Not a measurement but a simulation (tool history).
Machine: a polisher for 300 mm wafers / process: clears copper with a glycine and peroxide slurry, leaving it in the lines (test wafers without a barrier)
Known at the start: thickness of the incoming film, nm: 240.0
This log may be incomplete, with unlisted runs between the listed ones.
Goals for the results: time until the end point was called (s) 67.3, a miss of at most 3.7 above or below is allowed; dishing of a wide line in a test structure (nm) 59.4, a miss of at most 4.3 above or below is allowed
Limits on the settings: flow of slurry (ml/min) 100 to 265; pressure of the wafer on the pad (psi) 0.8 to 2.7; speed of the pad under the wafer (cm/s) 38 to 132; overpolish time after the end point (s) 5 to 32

run,hour,flow of slurry (ml/min),pressure of the wafer on the pad (psi),speed of the pad under the wafer (cm/s),overpolish time after the end point (s),time until the end point was called (s),dishing of a wide line in a test structure (nm)
1,0,170,1.7,84,16,62.375,41.108
2,4.6,170,1.7,84,17,64.132,40.983
3,8.8,170,2.1,84,17,56.093,46.546
4,15.7,210,2.1,84,17,54.72,49.049
5,16.3,210,2,84,18,55.625,48.927
6,20.1,210,2,84,25,54.743,64.943
7,26.1,210,1.9,84,25,57.331,62.82
8,34.9,210,1.8,84,25,59.284,60.602

Below are 4 possible settings for the next run. Only one of them brings all results inside the allowed miss of their targets. Which is it?
A,43.7,240,1.5,78,28,?,?
B,43.7,220,2.4,62,27,?,?
C,43.7,210,2,88,25,?,?
D,43.7,250,2.1,80,24,?,?

move,time until the end point was called (s),dishing of a wide line in a test structure (nm)
A,66.636,59.685
B,59.263,65.165
C,52.072,66.455
D,52.975,63.86
A: meets every target
B: as far off as the last run
C: misses by more than the last run did
D: misses by more than the last run did
Go with A: it meets all targets.
